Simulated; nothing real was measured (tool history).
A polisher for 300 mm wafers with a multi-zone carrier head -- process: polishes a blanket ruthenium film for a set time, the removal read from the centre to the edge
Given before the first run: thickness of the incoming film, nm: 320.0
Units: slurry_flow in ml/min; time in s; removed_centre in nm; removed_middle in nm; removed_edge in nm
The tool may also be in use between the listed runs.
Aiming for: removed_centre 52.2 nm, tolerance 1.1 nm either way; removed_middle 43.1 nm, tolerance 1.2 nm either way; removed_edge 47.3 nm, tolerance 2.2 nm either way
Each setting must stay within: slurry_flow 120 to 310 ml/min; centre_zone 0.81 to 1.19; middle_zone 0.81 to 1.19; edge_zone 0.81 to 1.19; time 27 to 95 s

run	hour	slurry_flow	centre_zone	middle_zone	edge_zone	time	removed_centre	removed_middle	removed_edge
1	0	200	1	1	1	61	55.781	56.638	54.224
2	6.8	200	1	1	1	68	61.88	62.623	61.347
3	15.6	200	1	1	0.95	68	60.972	63.078	57.94
4	22.2	160	1	1	0.95	68	58.883	61.228	57.453
5	29.6	160	1.01	0.96	0.95	66	58.283	56.716	54.179
6	31.6	160	0.95	0.96	0.95	66	55.3	56.667	55.14
7	32.6	155	0.96	0.93	0.95	65	54.152	54.058	54.269
8	41.3	150	0.98	0.91	0.95	64	54.456	52.367	53.223
9	43	150	0.98	0.91	0.95	64	54.165	52.908	53.564
10	47.9	145	1	0.89	0.95	62	52.962	49.932	50.131
11	51.3	140	1.02	0.87	0.97	61	52.635	47.081	50.364
12	58.8	135	1.03	0.86	0.96	61	52.608	47.767	50.455
13	65.1	135	1.03	0.86	0.96	61	52.168	47.187	49.651
14	66.3	135	1.04	0.85	0.96	60	52.232	46.027	48.447
15	68.8	135	1.05	0.84	0.96	60	52.372	45.446	49.306
16	73.2	135	1.06	0.83	0.96	60	52.89	44.76	49.073

Which single option among these 4 for the next run brings every result within its allowed miss of target? Just one does.
A	77.6	180	1.08	0.88	0.96	57	?	?	?
B	77.6	135	0.98	0.81	1.01	62	?	?	?
C	77.6	125	1.09	0.92	0.84	58	?	?	?
D	77.6	125	1.09	0.82	0.93	59	?	?	?

move	removed_centre	removed_middle	removed_edge
A	54.093	46.516	47.712
B	51.544	45.206	51.427
C	51.709	46.107	43.646
D	52.565	42.791	46.563
A: misses by more than the last run did
B: misses by more than the last run did
C: misses by more than the last run did
D: each result inside its tolerance
Go with D: it meets all targets.

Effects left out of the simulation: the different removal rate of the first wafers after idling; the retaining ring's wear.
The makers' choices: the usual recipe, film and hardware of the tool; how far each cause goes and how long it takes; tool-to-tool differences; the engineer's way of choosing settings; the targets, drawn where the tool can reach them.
